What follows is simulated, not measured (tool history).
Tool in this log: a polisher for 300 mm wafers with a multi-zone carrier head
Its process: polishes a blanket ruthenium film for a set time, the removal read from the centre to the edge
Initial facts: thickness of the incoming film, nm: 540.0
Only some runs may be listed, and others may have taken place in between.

run  hour  flow of slurry (ml/min)  pressure of the head's centre zone  pressure of the head's middle zone  pressure of the head's edge zone  polishing time (s)  film removed at the wafer's centre (Å)  film removed at mid-radius (Å)  film removed at the wafer's edge (Å)
  1   0.0                      175                                1.00                                1.00                              1.00                  87                                 1406.50                          1404.1                               1413.60
  2   1.2                      175                                1.00                                0.97                              1.00                  87                                 1409.10                          1357.0                               1420.70
  3   5.1                      175                                0.96                                0.97                              1.00                  87                                 1321.10                          1372.3                               1424.50
  4  12.0                      170                                0.97                                0.95                              0.99                  83                                 1271.20                          1266.9                               1335.70
  5  20.7                      165                                0.97                                0.93                              0.98                  80                                 1222.80                          1189.9                               1303.20
  6  25.0                      165                                0.97                                0.92                              0.97                  77                                 1163.20                          1143.2                               1226.70
  7  31.7                      160                                0.98                                0.91                              0.97                  74                                 1150.10                          1079.5                               1174.10
  8  39.6                      155                                0.98                                0.90                              0.97                  72                                 1094.00                          1036.0                               1136.00

The next listed run, before its measurement:
  9  41.4                      125                                1.06                                0.81                              0.96                  48                                       ?                               ?                                     ?

film removed at the wafer's centre (Å): 740.01
film removed at mid-radius (Å): 599.3
film removed at the wafer's edge (Å): 735.08
